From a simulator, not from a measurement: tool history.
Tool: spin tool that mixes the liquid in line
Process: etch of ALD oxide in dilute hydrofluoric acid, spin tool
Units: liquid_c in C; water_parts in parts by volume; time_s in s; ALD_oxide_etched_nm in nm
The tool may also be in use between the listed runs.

| run | hour | liquid_c | water_parts | time_s | ALD_oxide_etched_nm |
|---|---|---|---|---|---|
| 1 | 0.0 | 21.0 | 115 | 40 | 10.2870 |
| 2 | 5.4 | 20.5 | 120 | 40 | 9.6327 |
| 3 | 10.4 | 20.0 | 125 | 40 | 8.9920 |
| 4 | 18.8 | 19.5 | 130 | 40 | 8.4811 |
|  | 24.8 | thermometer replaced |
| 5 | 24.8 | 22.5 | 130 | 40 | 8.6283 |
| 6 | 28.2 | 20.5 | 130 | 40 | 7.9440 |
| 7 | 34.8 | 20.0 | 130 | 40 | 7.7813 |

Forecast run 8:
| 8 | 42.7 | 20.0 | 130 | 40 | ? |

ALD_oxide_etched_nm: 7.7928 nm

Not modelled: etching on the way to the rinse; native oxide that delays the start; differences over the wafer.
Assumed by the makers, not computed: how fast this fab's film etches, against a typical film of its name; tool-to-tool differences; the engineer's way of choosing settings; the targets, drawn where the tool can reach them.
